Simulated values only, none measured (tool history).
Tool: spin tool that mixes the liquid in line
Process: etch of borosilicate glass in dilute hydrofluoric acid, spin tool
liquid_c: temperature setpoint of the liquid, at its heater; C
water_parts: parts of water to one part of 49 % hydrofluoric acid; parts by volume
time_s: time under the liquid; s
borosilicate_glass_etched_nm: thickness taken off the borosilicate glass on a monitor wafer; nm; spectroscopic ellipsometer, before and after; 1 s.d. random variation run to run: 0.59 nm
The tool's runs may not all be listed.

Run 1, day 0.000: liquid_c 23.0 C, water_parts 300 parts by volume, time_s 300 s. Result: borosilicate_glass_etched_nm 19.558 nm.
Run 2, day 0.208: liquid_c 25.0 C, water_parts 240 parts by volume, time_s 305 s. Result: borosilicate_glass_etched_nm 28.447 nm.
Run 3, day 0.508: liquid_c 26.5 C, water_parts 195 parts by volume, time_s 305 s. Result: borosilicate_glass_etched_nm 38.348 nm.
Run 4, day 0.829: liquid_c 26.5 C, water_parts 195 parts by volume, time_s 320 s. Result: borosilicate_glass_etched_nm 40.636 nm.
Run 5, day 1.158: liquid_c 27.5 C, water_parts 165 parts by volume, time_s 320 s. Result: borosilicate_glass_etched_nm 50.922 nm.
Run 6, day 1.229: liquid_c 28.5 C, water_parts 150 parts by volume, time_s 320 s. Result: borosilicate_glass_etched_nm 59.760 nm.
Run 7, day 1.479: liquid_c 29.0 C, water_parts 140 parts by volume, time_s 320 s. Result: borosilicate_glass_etched_nm 66.541 nm.
Run 8, day 1.846: liquid_c 29.5 C, water_parts 135 parts by volume, time_s 320 s. Result: borosilicate_glass_etched_nm 70.410 nm.

Forecast run 9:
Run 9, day 2.129: liquid_c 30.0 C, water_parts 135 parts by volume, time_s 320 s. Result: borosilicate_glass_etched_nm ?.

{"run 9": {"borosilicate_glass_etched_nm": 73.034}}
